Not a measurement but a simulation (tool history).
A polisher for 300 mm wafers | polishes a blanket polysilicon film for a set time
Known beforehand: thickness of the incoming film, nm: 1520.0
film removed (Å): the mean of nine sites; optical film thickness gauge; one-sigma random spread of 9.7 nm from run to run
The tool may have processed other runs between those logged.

run,day,flow of slurry (ml/min),pressure of the wafer on the pad (psi),speed of the pad under the wafer (m/s),polishing time (s),film removed (Å)
1,0.000,135,2.4,0.92,71,4744.8
2,0.021,135,2.4,0.92,71,4571.0
3,0.350,135,2.1,0.92,71,4104.5
4,0.583,135,2.1,0.92,71,4067.1
5,0.954,150,2.1,0.92,71,4331.1
6,1.158,155,2.2,0.92,71,4342.4
7,1.467,155,2.3,0.92,71,4653.0
8,1.767,155,2.4,0.92,71,4876.0

What does the tool deliver on the next run?
9,2.104,155,2.5,0.92,71,?

Run 9 came out at film removed (Å) 5039.0.

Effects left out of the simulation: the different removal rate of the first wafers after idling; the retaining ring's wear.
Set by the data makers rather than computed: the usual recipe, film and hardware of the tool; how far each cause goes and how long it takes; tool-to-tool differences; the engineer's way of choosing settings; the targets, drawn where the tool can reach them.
